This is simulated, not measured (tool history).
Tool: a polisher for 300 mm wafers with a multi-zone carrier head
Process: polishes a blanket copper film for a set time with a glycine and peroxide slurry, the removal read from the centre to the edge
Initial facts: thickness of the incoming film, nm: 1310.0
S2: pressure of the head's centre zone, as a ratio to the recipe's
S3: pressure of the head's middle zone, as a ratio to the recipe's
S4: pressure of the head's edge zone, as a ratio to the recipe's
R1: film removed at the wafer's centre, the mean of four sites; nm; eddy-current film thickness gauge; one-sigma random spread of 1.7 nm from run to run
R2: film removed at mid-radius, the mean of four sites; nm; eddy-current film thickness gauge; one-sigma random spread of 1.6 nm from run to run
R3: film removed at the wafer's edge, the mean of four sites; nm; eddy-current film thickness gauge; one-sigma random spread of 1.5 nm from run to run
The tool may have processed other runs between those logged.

Run 1, hour 0: flow of slurry (ml/min) 195, S2 1, S3 1, S4 1, polishing time (s) 41. Result: R1 202.07 nm, R2 205.02 nm, R3 199.84 nm.
Run 2, hour 6.7: flow of slurry (ml/min) 185, S2 0.99, S3 0.96, S4 0.98, polishing time (s) 37. Result: R1 176.44 nm, R2 179.39 nm, R3 179.54 nm.
Run 3, hour 10.5: flow of slurry (ml/min) 180, S2 1, S3 0.93, S4 0.97, polishing time (s) 34. Result: R1 163.78 nm, R2 155.18 nm, R3 166.57 nm.
Run 4, hour 11: flow of slurry (ml/min) 180, S2 1, S3 0.93, S4 1.04, polishing time (s) 34. Result: R1 165.11 nm, R2 153.15 nm, R3 169.57 nm.
Run 5, hour 11.9: flow of slurry (ml/min) 180, S2 1, S3 0.93, S4 1.04, polishing time (s) 39. Result: R1 186.21 nm, R2 183.26 nm, R3 197.48 nm.
Run 6, hour 18.2: flow of slurry (ml/min) 180, S2 1, S3 0.87, S4 1.04, polishing time (s) 39. Result: R1 194.28 nm, R2 169.13 nm, R3 199.38 nm.
Run 7, hour 23.2: flow of slurry (ml/min) 185, S2 0.99, S3 0.88, S4 1.01, polishing time (s) 35. Result: R1 169.1 nm, R2 156.3 nm, R3 177.37 nm.
Run 8, hour 24.6: flow of slurry (ml/min) 180, S2 0.99, S3 0.89, S4 0.99, polishing time (s) 32. Result: R1 151.76 nm, R2 141.07 nm, R3 158.03 nm.
Run 9, hour 27.4: flow of slurry (ml/min) 175, S2 0.99, S3 0.88, S4 0.96, polishing time (s) 31. Result: R1 150.53 nm, R2 139.37 nm, R3 150.59 nm.

The next listed run, before its measurement:
Run 10, hour 31.3: flow of slurry (ml/min) 170, S2 0.98, S3 0.87, S4 0.95, polishing time (s) 30. Result: R1 ?, R2 ?, R3 ?.

{"run 10": {"R1": 137.11, "R2": 131.6, "R3": 143.25}}
